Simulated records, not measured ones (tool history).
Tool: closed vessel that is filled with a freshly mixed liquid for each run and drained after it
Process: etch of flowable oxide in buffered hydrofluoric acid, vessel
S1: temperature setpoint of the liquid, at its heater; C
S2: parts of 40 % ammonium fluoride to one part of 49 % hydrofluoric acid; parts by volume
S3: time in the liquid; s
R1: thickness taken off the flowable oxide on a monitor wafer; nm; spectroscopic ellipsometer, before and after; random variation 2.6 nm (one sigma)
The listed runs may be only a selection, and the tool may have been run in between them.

run  hour    S1    S2   S3      R1
  1   0.0  21.0  10.0   95  437.34
  2   2.2  19.5  10.0   95  397.85
  3  10.3  19.5  10.0  100  417.44
  4  17.0  18.0  10.0  100  379.47
  5  21.0  17.5  11.0  100  350.56
  6  25.8  17.5  11.0  100  349.63

Run 7 is up next; what results do you expect?
  7  30.3  17.5  12.0  100   ?

Run 7 gave R1 324.84 nm.
